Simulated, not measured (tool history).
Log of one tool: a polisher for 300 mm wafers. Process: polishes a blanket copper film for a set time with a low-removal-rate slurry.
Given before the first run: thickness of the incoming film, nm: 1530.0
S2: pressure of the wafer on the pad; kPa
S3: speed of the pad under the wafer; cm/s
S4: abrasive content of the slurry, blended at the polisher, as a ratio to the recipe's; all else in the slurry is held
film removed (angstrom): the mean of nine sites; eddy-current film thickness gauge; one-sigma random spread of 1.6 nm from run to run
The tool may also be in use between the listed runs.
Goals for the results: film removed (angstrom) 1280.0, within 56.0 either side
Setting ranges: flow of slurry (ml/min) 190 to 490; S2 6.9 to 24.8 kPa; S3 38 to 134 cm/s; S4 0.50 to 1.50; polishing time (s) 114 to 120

Run 1, day 0.000: flow of slurry (ml/min) 315, S2 15.9 kPa, S3 86 cm/s, S4 1.00, polishing time (s) 114. Result: film removed (angstrom) 2095.9.
Run 2, day 0.029: flow of slurry (ml/min) 315, S2 14.5 kPa, S3 86 cm/s, S4 1.00, polishing time (s) 114. Result: film removed (angstrom) 1960.9.
Run 3, day 0.225: flow of slurry (ml/min) 315, S2 13.1 kPa, S3 86 cm/s, S4 1.00, polishing time (s) 114. Result: film removed (angstrom) 1733.5.
Run 4, day 0.342: flow of slurry (ml/min) 240, S2 13.1 kPa, S3 86 cm/s, S4 1.00, polishing time (s) 114. Result: film removed (angstrom) 1695.0.
Run 5, day 0.708: flow of slurry (ml/min) 240, S2 16.5 kPa, S3 86 cm/s, S4 1.00, polishing time (s) 114. Result: film removed (angstrom) 2069.7.
Run 6, day 0.812: flow of slurry (ml/min) 240, S2 16.5 kPa, S3 86 cm/s, S4 0.80, polishing time (s) 114. Result: film removed (angstrom) 2004.0.
Run 7, day 0.942: flow of slurry (ml/min) 240, S2 15.2 kPa, S3 86 cm/s, S4 0.80, polishing time (s) 114. Result: film removed (angstrom) 1861.2.
Run 8, day 1.292: flow of slurry (ml/min) 240, S2 13.8 kPa, S3 86 cm/s, S4 0.80, polishing time (s) 114. Result: film removed (angstrom) 1703.7.

Exactly one of the 4 candidate moves below puts every result within its allowed miss. Which one?
Run A, day 1.642: flow of slurry (ml/min) 210, S2 10.3 kPa, S3 80 cm/s, S4 0.60, polishing time (s) 116. Result: film removed (angstrom) ?.
Run B, day 1.642: flow of slurry (ml/min) 250, S2 18.6 kPa, S3 80 cm/s, S4 1.05, polishing time (s) 114. Result: film removed (angstrom) ?.
Run C, day 1.642: flow of slurry (ml/min) 195, S2 11.0 kPa, S3 66 cm/s, S4 0.75, polishing time (s) 120. Result: film removed (angstrom) ?.
Run D, day 1.642: flow of slurry (ml/min) 230, S2 10.3 kPa, S3 82 cm/s, S4 0.90, polishing time (s) 114. Result: film removed (angstrom) ?.

move  film removed (angstrom)
   A                   1181.6
   B                   2239.0
   C                   1109.3
   D                   1310.4
A: the result that was furthest off in the last run now lies on the other side of its target
B: lands further from the targets than the last run did
C: the result that was furthest off in the last run now lies on the other side of its target
D: every result lands within tolerance
The right move is D.
